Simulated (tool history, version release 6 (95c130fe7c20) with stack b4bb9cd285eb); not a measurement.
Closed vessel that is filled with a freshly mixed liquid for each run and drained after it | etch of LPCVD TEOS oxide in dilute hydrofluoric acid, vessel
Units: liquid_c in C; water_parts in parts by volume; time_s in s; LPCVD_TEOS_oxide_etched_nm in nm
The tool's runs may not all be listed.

run	hour	liquid_c	water_parts	time_s	LPCVD_TEOS_oxide_etched_nm
1	0.0	22.0	270	910	63.765
2	0.8	23.0	265	910	68.446
3	8.9	23.0	300	910	57.088
4	11.7	23.0	345	910	47.395
5	12.5	23.5	335	910	51.214
6	14.6	23.5	370	910	44.400
7	15.9	24.0	355	910	47.307
8	20.0	24.5	340	910	51.324

Run 9 comes next. What will it give?
9	24.2	25.0	330	910	?

LPCVD_TEOS_oxide_etched_nm: 54.823 nm
